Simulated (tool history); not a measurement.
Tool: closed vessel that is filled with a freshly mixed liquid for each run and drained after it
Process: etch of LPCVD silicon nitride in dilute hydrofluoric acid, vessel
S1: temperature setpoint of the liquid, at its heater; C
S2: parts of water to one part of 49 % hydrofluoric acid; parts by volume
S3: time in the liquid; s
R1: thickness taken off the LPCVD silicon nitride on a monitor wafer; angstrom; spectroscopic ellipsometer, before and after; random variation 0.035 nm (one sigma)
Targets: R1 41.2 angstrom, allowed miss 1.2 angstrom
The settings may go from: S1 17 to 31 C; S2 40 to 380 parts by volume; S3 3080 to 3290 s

{"run": 1, "hour": 0.0, "S1": 23, "S2": 210, "S3": 3080, "R1": 64.399}
{"run": 2, "hour": 3.1, "S1": 22.5, "S2": 210, "S3": 3080, "R1": 63.237}
{"run": 3, "hour": 8.0, "S1": 22.5, "S2": 255, "S3": 3080, "R1": 51.996}
{"run": 4, "hour": 12.2, "S1": 22.5, "S2": 255, "S3": 3290, "R1": 55.028}
{"run": 5, "hour": 21.6, "S1": 22.5, "S2": 255, "S3": 3290, "R1": 55.235}
{"run": 6, "hour": 27.7, "S1": 25, "S2": 255, "S3": 3290, "R1": 65.113}
{"run": 7, "hour": 29.5, "S1": 24, "S2": 255, "S3": 3290, "R1": 61.189}
{"run": 8, "hour": 35.1, "S1": 23.5, "S2": 255, "S3": 3290, "R1": 59.287}
{"run": 9, "hour": 39.2, "S1": 23, "S2": 255, "S3": 3290, "R1": 57.368}
{"run": 10, "hour": 44.3, "S1": 22.5, "S2": 255, "S3": 3290, "R1": 55.384}
{"run": 11, "hour": 47.4, "S1": 22, "S2": 255, "S3": 3290, "R1": 53.544}
{"run": 12, "hour": 53.8, "S1": 21.5, "S2": 255, "S3": 3290, "R1": 52.176}
{"run": 13, "hour": 57.2, "S1": 21, "S2": 255, "S3": 3290, "R1": 50.307}

4 next moves are on the table. One of them brings every result within its allowed miss. Which?
{"run": "A", "hour": 60.6, "S1": 22.5, "S2": 250, "S3": 3170, "R1": "?"}
{"run": "B", "hour": 60.6, "S1": 19, "S2": 305, "S3": 3285, "R1": "?"}
{"run": "C", "hour": 60.6, "S1": 18, "S2": 240, "S3": 3220, "R1": "?"}
{"run": "D", "hour": 60.6, "S1": 20.5, "S2": 280, "S3": 3080, "R1": "?"}

move=A R1=54.084
move=B R1=36.99
move=C R1=42.761
move=D R1=41.451
A: further off than the last run
B: takes the result that was furthest off past its target
C: nearer than the last run, and not there yet
D: meets every target
Move D is the one to make.
